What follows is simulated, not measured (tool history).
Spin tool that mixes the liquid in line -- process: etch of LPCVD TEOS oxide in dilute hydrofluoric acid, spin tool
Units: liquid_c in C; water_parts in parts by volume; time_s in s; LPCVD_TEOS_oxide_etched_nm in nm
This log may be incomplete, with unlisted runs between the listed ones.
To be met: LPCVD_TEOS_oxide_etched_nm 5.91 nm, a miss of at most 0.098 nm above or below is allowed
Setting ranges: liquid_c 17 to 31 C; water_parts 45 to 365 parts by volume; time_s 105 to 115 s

Run 1, hour 0: liquid_c 23 C, water_parts 205 parts by volume, time_s 105 s. Result: LPCVD_TEOS_oxide_etched_nm 8.1714 nm.
Run 2, hour 4.5: liquid_c 23 C, water_parts 205 parts by volume, time_s 115 s. Result: LPCVD_TEOS_oxide_etched_nm 9.005 nm.
Run 3, hour 8.8: liquid_c 23 C, water_parts 140 parts by volume, time_s 115 s. Result: LPCVD_TEOS_oxide_etched_nm 13.972 nm.
Run 4, hour 11.3: liquid_c 22 C, water_parts 155 parts by volume, time_s 115 s. Result: LPCVD_TEOS_oxide_etched_nm 12.11 nm.
Run 5, hour 18.4: liquid_c 25.5 C, water_parts 155 parts by volume, time_s 115 s. Result: LPCVD_TEOS_oxide_etched_nm 13.71 nm.
Run 6, hour 21.6: liquid_c 25.5 C, water_parts 115 parts by volume, time_s 115 s. Result: LPCVD_TEOS_oxide_etched_nm 19.38 nm.
Run 7, hour 24.6: liquid_c 21.5 C, water_parts 195 parts by volume, time_s 115 s. Result: LPCVD_TEOS_oxide_etched_nm 9.0151 nm.
Run 8, hour 28.8: liquid_c 20.5 C, water_parts 200 parts by volume, time_s 115 s. Result: LPCVD_TEOS_oxide_etched_nm 8.3899 nm.
Run 9, hour 37.7: liquid_c 20 C, water_parts 205 parts by volume, time_s 115 s. Result: LPCVD_TEOS_oxide_etched_nm 7.9544 nm.
Run 10, hour 43.5: liquid_c 19.5 C, water_parts 210 parts by volume, time_s 115 s. Result: LPCVD_TEOS_oxide_etched_nm 7.644 nm.
Run 11, hour 45.2: liquid_c 19 C, water_parts 215 parts by volume, time_s 115 s. Result: LPCVD_TEOS_oxide_etched_nm 7.2798 nm.
Run 12, hour 50.9: liquid_c 18.5 C, water_parts 220 parts by volume, time_s 115 s. Result: LPCVD_TEOS_oxide_etched_nm 6.9766 nm.
Run 13, hour 57.3: liquid_c 18.5 C, water_parts 225 parts by volume, time_s 115 s. Result: LPCVD_TEOS_oxide_etched_nm 6.7811 nm.
Run 14, hour 60.9: liquid_c 17.5 C, water_parts 235 parts by volume, time_s 115 s. Result: LPCVD_TEOS_oxide_etched_nm 6.1759 nm.

Consider the 4 candidate settings below. Which is the only one whose results all fall within their allowed miss of target?
Run A, hour 64.5: liquid_c 17 C, water_parts 215 parts by volume, time_s 105 s. Result: LPCVD_TEOS_oxide_etched_nm ?.
Run B, hour 64.5: liquid_c 19.5 C, water_parts 225 parts by volume, time_s 105 s. Result: LPCVD_TEOS_oxide_etched_nm ?.
Run C, hour 64.5: liquid_c 17 C, water_parts 250 parts by volume, time_s 115 s. Result: LPCVD_TEOS_oxide_etched_nm ?.
Run D, hour 64.5: liquid_c 17 C, water_parts 230 parts by volume, time_s 110 s. Result: LPCVD_TEOS_oxide_etched_nm ?.

move  LPCVD_TEOS_oxide_etched_nm
   A                      6.1147
   B                      6.3808
   C                      5.5835
   D                      5.9082
A: nearer the targets than the last run, but a result is still out of spec
B: the biggest miss grows against the last run
C: pushes the last run's worst result past its target
D: each result inside its tolerance
D meets every target.
